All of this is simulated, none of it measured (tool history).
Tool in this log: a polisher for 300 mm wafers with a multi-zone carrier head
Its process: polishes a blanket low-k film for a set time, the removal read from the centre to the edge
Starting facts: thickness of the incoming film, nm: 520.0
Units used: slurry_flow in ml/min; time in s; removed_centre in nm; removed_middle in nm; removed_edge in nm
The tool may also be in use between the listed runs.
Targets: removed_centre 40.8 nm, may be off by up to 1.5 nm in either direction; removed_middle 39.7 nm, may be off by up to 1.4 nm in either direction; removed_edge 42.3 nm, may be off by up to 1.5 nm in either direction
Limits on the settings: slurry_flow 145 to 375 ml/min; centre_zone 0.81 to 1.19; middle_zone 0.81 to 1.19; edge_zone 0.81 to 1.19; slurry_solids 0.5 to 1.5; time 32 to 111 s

run    day  slurry_flow  centre_zone  middle_zone  edge_zone  slurry_solids  time  removed_centre  removed_middle  removed_edge
  1      0          240            1            1          1              1    71          29.072            30.3        29.017
  2  0.175          265            1            1          1              1    71          29.716          30.148        30.106
  3    0.5          280         1.01         1.02       1.02           1.05    71          30.814          30.768        30.567
  4  0.779          280         1.01         1.02       1.02           1.05    62          26.409          27.588        27.208
  5  1.092          310         1.01         1.02       1.02           1.05    62           27.32           28.25        26.819
  6  1.421          280         1.01         1.02       1.02           1.05    62          26.518          26.885        27.323
     1.633  -- worn pad replaced by a new one
  7  1.633          285         1.01         1.04       1.03           1.15    65          32.081          32.512        31.995
  8   1.95          280         1.02         1.06       1.06            1.2    65          33.131           34.02        33.458
  9  2.046          275         1.03         1.06       1.08           1.25    65          33.333          34.898        34.381
 10  2.408          270         1.05         1.05        1.1            1.3    65          34.106          34.883        34.567
 11  2.708          275         1.05         1.04       1.12           1.35    66          34.945          35.731        36.119

4 candidate next runs follow, results not yet known. Just one meets every target within its allowed miss. Identify it.
  A  3.008          285         0.96         1.19       1.11           1.45    60               ?               ?             ?
  B  3.008          290         1.14         1.06       1.06            1.2    59               ?               ?             ?
  C  3.008          265         1.06            1       1.15            1.4    74               ?               ?             ?
  D  3.008          245         0.99         1.18       1.07           1.45    72               ?               ?             ?

move  removed_centre  removed_middle  removed_edge
   A          31.747          37.819        33.502
   B          32.549          31.421        30.092
   C          40.763          39.355        41.398
   D          38.075          44.252        38.941
A: lands further from the targets than the last run did
B: lands further from the targets than the last run did
C: all results in spec
D: nearer the targets than the last run, but a result is still out of spec
Answer: C
